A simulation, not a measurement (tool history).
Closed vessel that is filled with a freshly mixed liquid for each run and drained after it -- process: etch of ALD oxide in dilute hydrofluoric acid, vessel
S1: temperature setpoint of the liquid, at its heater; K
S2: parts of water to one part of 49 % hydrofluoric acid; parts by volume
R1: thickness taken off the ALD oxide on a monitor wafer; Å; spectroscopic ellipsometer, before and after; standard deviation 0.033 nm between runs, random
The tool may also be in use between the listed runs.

Run 1, hour 0.0: S1 298.15 K, S2 105 parts by volume, time in the liquid (s) 30. Result: R1 73.347 Å.
Run 2, hour 5.9: S1 295.65 K, S2 115 parts by volume, time in the liquid (s) 30. Result: R1 59.548 Å.
Run 3, hour 11.2: S1 294.15 K, S2 120 parts by volume, time in the liquid (s) 30. Result: R1 53.859 Å.
Run 4, hour 16.8: S1 293.15 K, S2 125 parts by volume, time in the liquid (s) 30. Result: R1 49.327 Å.
Run 5, hour 18.6: S1 292.15 K, S2 130 parts by volume, time in the liquid (s) 30. Result: R1 45.251 Å.
Run 6, hour 23.1: S1 295.65 K, S2 130 parts by volume, time in the liquid (s) 30. Result: R1 52.222 Å.

Run 7 is up next; what results do you expect?
Run 7, hour 27.8: S1 291.65 K, S2 135 parts by volume, time in the liquid (s) 30. Result: R1 ?.

R1: 42.717 Å
